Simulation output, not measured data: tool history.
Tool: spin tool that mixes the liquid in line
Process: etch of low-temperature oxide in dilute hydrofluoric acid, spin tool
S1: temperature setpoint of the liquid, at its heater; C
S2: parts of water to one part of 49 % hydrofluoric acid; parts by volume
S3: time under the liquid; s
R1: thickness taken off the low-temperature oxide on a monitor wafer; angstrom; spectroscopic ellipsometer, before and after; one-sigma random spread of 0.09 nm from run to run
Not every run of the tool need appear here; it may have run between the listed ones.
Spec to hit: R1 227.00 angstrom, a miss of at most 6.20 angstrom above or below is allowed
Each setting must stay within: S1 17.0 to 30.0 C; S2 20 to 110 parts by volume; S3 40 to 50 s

| run | hour | S1 | S2 | S3 | R1 |
|---|---|---|---|---|---|
| 1 | 0.0 | 22.0 | 60 | 50 | 267.03 |
| 2 | 6.9 | 20.0 | 60 | 50 | 244.64 |
| 3 | 12.4 | 20.0 | 40 | 50 | 373.44 |
| 4 | 18.3 | 19.5 | 40 | 50 | 366.96 |
| 5 | 21.6 | 19.0 | 40 | 50 | 361.25 |
| 6 | 23.2 | 18.0 | 50 | 50 | 270.69 |
| 7 | 31.4 | 17.5 | 55 | 50 | 240.90 |
| 8 | 32.9 | 17.0 | 55 | 50 | 235.84 |
| 9 | 38.6 | 17.0 | 55 | 50 | 234.70 |
| 10 | 44.1 | 17.0 | 55 | 45 | 211.80 |
| 11 | 51.4 | 17.5 | 55 | 45 | 217.48 |

Of the 4 settings listed for the next run, only one would bring every result within its allowed miss of target. Which one?
| A | 58.7 | 19.0 | 55 | 40 | ? |
| B | 58.7 | 17.5 | 55 | 50 | ? |
| C | 58.7 | 21.0 | 60 | 45 | ? |
| D | 58.7 | 17.0 | 55 | 45 | ? |

| move | R1 |
|---|---|
| A | 205.81 |
| B | 240.95 |
| C | 229.99 |
| D | 212.13 |
A: lands further from the targets than the last run did
B: the result that was furthest off in the last run now lies on the other side of its target
C: all results land within tolerance of their targets
D: lands further from the targets than the last run did
Move C is the one to make.

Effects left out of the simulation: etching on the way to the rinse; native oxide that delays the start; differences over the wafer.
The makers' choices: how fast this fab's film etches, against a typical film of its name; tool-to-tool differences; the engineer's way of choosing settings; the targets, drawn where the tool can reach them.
